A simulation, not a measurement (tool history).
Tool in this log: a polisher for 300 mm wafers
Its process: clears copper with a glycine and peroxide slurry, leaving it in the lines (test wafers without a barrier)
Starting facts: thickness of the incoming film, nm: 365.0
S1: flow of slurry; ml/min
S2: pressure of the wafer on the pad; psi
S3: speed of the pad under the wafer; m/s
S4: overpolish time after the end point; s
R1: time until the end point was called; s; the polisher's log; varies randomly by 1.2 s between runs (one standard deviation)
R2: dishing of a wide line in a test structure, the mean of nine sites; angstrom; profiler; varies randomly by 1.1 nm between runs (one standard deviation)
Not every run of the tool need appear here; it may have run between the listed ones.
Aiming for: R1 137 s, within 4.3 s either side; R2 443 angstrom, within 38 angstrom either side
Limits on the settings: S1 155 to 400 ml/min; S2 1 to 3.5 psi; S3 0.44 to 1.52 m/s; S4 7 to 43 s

| run | hour | S1 | S2 | S3 | S4 | R1 | R2 |
|---|---|---|---|---|---|---|---|
| 1 | 0 | 255 | 2.2 | 0.98 | 22 | 98.958 | 487.7 |
| 2 | 2 | 255 | 1.7 | 0.98 | 22 | 114.48 | 412.51 |
| 3 | 4.6 | 255 | 1.7 | 0.98 | 29 | 114.24 | 530.24 |
| 4 | 12.8 | 255 | 1.7 | 1.16 | 29 | 98.827 | 563.17 |
| 5 | 17.1 | 255 | 1.6 | 1.14 | 29 | 104.78 | 528.55 |
| 6 | 20.7 | 255 | 1.8 | 1.14 | 29 | 96.178 | 558.99 |
| 7 | 23.6 | 255 | 1.7 | 1.12 | 29 | 103.13 | 545.04 |
| 8 | 31 | 255 | 1.6 | 1.12 | 29 | 105.96 | 539.28 |
| 9 | 36.2 | 255 | 1.5 | 1.12 | 29 | 108.54 | 533.13 |
| 10 | 38.5 | 255 | 1.4 | 1.1 | 29 | 114.9 | 517.91 |
| 11 | 45.3 | 250 | 1.2 | 1.08 | 28 | 125.02 | 454.96 |

Which single option among these 5 for the next run brings every result within its allowed miss of target? Just one does.
| A | 52.1 | 240 | 1.6 | 1.12 | 22 | ? | ? |
| B | 52.1 | 225 | 1.5 | 1.22 | 22 | ? | ? |
| C | 52.1 | 265 | 1.5 | 1.12 | 25 | ? | ? |
| D | 52.1 | 315 | 1 | 1.02 | 27 | ? | ? |
| E | 52.1 | 215 | 1 | 1.32 | 25 | ? | ? |

| move | R1 | R2 |
|---|---|---|
| A | 106.62 | 465.48 |
| B | 103.67 | 471.31 |
| C | 109.24 | 498.44 |
| D | 137.58 | 440.02 |
| E | 117.76 | 458.42 |
A: misses by more than the last run did
B: misses by more than the last run did
C: misses by more than the last run did
D: every result lands within tolerance
E: misses by more than the last run did
The move that meets every target is D.
